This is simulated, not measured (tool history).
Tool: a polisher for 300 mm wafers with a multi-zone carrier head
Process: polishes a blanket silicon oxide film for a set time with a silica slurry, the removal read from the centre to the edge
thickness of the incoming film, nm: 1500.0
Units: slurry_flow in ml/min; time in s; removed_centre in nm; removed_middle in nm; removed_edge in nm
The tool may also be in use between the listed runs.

run 1 day=0.000 | slurry_flow=160 centre_zone=1.00 middle_zone=1.00 edge_zone=1.00 slurry_solids=1.00 time=48 | removed_centre=86.465 removed_middle=85.310 removed_edge=84.438
run 2 day=0.275 | slurry_flow=165 centre_zone=0.99 middle_zone=1.02 edge_zone=1.03 slurry_solids=1.10 time=48 | removed_centre=90.118 removed_middle=91.354 removed_edge=89.669
run 3 day=0.650 | slurry_flow=170 centre_zone=0.98 middle_zone=1.03 edge_zone=1.05 slurry_solids=1.15 time=48 | removed_centre=91.486 removed_middle=95.158 removed_edge=93.926
run 4 day=0.692 | slurry_flow=200 centre_zone=0.98 middle_zone=1.03 edge_zone=1.05 slurry_solids=1.15 time=48 | removed_centre=94.951 removed_middle=98.115 removed_edge=96.535
run 5 day=0.712 | slurry_flow=205 centre_zone=0.98 middle_zone=1.04 edge_zone=1.07 slurry_solids=1.20 time=48 | removed_centre=97.367 removed_middle=100.580 removed_edge=98.836
run 6 day=0.871 | slurry_flow=205 centre_zone=0.97 middle_zone=1.05 edge_zone=1.09 slurry_solids=1.25 time=48 | removed_centre=98.518 removed_middle=105.460 removed_edge=101.600
run 7 day=1.083 | slurry_flow=210 centre_zone=0.96 middle_zone=1.05 edge_zone=1.11 slurry_solids=1.30 time=48 | removed_centre=100.310 removed_middle=106.350 removed_edge=103.210

The next listed run, before its measurement:
run 8 day=1.446 | slurry_flow=210 centre_zone=0.95 middle_zone=1.05 edge_zone=1.12 slurry_solids=1.35 time=49 | removed_centre=? removed_middle=? removed_edge=?

removed_centre: 103.440 nm
removed_middle: 109.440 nm
removed_edge: 106.860 nm
